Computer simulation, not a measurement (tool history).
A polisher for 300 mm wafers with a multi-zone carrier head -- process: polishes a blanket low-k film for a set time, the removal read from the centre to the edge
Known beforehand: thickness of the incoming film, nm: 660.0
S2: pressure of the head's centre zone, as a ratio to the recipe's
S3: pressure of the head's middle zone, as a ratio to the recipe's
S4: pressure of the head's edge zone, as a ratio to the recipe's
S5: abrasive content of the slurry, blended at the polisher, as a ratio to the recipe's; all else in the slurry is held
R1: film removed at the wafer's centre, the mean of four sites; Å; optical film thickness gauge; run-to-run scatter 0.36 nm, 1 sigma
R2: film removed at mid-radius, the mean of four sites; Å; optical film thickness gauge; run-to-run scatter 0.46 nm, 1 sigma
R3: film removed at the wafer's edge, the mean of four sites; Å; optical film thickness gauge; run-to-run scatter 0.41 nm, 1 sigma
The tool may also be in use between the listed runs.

Run 1, hour 0.0: flow of slurry (ml/min) 155, S2 1.00, S3 1.00, S4 1.00, S5 1.00, polishing time (s) 53. Result: R1 227.08 Å, R2 230.66 Å, R3 234.27 Å.
Run 2, hour 1.4: flow of slurry (ml/min) 160, S2 1.01, S3 1.01, S4 1.01, S5 1.05, polishing time (s) 54. Result: R1 247.13 Å, R2 245.45 Å, R3 245.88 Å.
Run 3, hour 2.7: flow of slurry (ml/min) 160, S2 1.01, S3 1.01, S4 1.02, S5 1.10, polishing time (s) 55. Result: R1 250.33 Å, R2 253.37 Å, R3 262.93 Å.
Run 4, hour 3.3: flow of slurry (ml/min) 125, S2 1.01, S3 1.01, S4 1.02, S5 1.10, polishing time (s) 55. Result: R1 241.40 Å, R2 245.15 Å, R3 250.75 Å.
Run 5, hour 3.9: flow of slurry (ml/min) 125, S2 1.01, S3 1.04, S4 1.02, S5 1.10, polishing time (s) 55. Result: R1 242.69 Å, R2 246.12 Å, R3 252.07 Å.
Run 6, hour 4.9: flow of slurry (ml/min) 125, S2 0.93, S3 1.04, S4 1.02, S5 1.10, polishing time (s) 55. Result: R1 218.57 Å, R2 247.88 Å, R3 254.01 Å.
Run 7, hour 6.7: flow of slurry (ml/min) 130, S2 0.95, S3 1.05, S4 1.03, S5 1.15, polishing time (s) 55. Result: R1 232.02 Å, R2 264.48 Å, R3 263.36 Å.
Run 8, hour 9.5: flow of slurry (ml/min) 135, S2 0.97, S3 1.05, S4 1.04, S5 1.20, polishing time (s) 55. Result: R1 247.18 Å, R2 271.45 Å, R3 270.09 Å.
Run 9, hour 15.1: flow of slurry (ml/min) 140, S2 0.98, S3 1.05, S4 1.05, S5 1.25, polishing time (s) 55. Result: R1 256.21 Å, R2 277.25 Å, R3 277.65 Å.
Run 10, hour 18.1: flow of slurry (ml/min) 145, S2 0.99, S3 1.05, S4 1.06, S5 1.30, polishing time (s) 55. Result: R1 272.93 Å, R2 289.93 Å, R3 284.87 Å.
Run 11, hour 26.3: flow of slurry (ml/min) 150, S2 0.99, S3 1.05, S4 1.07, S5 1.30, polishing time (s) 55. Result: R1 269.87 Å, R2 291.03 Å, R3 293.06 Å.
Run 12, hour 32.7: flow of slurry (ml/min) 195, S2 1.09, S3 1.14, S4 1.15, S5 1.50, polishing time (s) 55. Result: R1 341.96 Å, R2 342.27 Å, R3 329.72 Å.
Run 13, hour 40.7: flow of slurry (ml/min) 195, S2 1.09, S3 1.14, S4 1.15, S5 1.50, polishing time (s) 55. Result: R1 333.88 Å, R2 348.64 Å, R3 325.24 Å.

Estimate the outcome of run 14 from the log above:
Run 14, hour 43.8: flow of slurry (ml/min) 195, S2 1.09, S3 1.13, S4 1.15, S5 1.50, polishing time (s) 55. Result: R1 ?, R2 ?, R3 ?.

{"run 14": {"R1": 333.17, "R2": 337.17, "R3": 334.72}}
